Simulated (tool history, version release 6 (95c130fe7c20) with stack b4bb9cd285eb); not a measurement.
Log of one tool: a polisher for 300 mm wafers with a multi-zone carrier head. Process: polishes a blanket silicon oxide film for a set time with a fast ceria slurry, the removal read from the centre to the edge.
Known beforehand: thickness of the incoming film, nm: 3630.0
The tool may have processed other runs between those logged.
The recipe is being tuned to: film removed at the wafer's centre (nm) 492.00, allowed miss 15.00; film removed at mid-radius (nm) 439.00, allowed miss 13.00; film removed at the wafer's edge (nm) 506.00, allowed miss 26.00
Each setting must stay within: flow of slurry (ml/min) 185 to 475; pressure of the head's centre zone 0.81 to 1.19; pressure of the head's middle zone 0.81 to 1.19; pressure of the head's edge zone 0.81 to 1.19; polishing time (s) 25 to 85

run,hour,flow of slurry (ml/min),pressure of the head's centre zone,pressure of the head's middle zone,pressure of the head's edge zone,polishing time (s),film removed at the wafer's centre (nm),film removed at mid-radius (nm),film removed at the wafer's edge (nm)
1,0.0,305,1.00,1.00,1.00,55,510.15,495.63,516.20
2,4.2,300,1.00,0.98,1.00,55,506.01,492.21,498.28
3,5.1,300,1.00,0.94,1.00,55,512.34,470.85,512.01
4,12.2,300,1.00,0.94,1.00,67,609.65,575.39,618.49
5,14.3,300,1.00,0.94,0.93,67,620.31,581.35,584.61
6,19.0,300,1.00,0.94,0.93,55,506.10,477.38,497.68
7,24.3,295,1.00,0.93,0.93,55,509.31,474.08,491.50
8,33.2,295,1.00,0.92,0.94,55,503.29,472.69,489.62
9,34.6,295,1.00,0.90,0.95,55,500.19,459.90,488.71
10,36.2,295,1.00,0.89,0.96,55,519.08,447.43,508.46
11,39.5,290,0.99,0.89,0.96,55,497.82,455.93,502.91

Exactly one of the 5 candidate moves below puts every result within its allowed miss. Which one?
A,42.8,310,0.99,0.81,1.04,53,?,?,?
B,42.8,305,0.99,0.81,1.04,53,?,?,?
C,42.8,340,0.85,0.81,1.07,57,?,?,?
D,42.8,305,0.97,0.85,0.98,55,?,?,?
E,42.8,350,1.01,0.83,1.07,52,?,?,?

move,film removed at the wafer's centre (nm),film removed at mid-radius (nm),film removed at the wafer's edge (nm)
A,488.38,400.75,485.04
B,487.46,400.07,484.41
C,454.92,435.22,532.76
D,495.70,431.95,488.14
E,495.36,405.76,486.89
A: takes the result that was furthest off past its target
B: takes the result that was furthest off past its target
C: the worst result of the last run now meets its target, but another is out of spec
D: hits every target within its allowed miss
E: takes the result that was furthest off past its target
Go with D: it meets all targets.

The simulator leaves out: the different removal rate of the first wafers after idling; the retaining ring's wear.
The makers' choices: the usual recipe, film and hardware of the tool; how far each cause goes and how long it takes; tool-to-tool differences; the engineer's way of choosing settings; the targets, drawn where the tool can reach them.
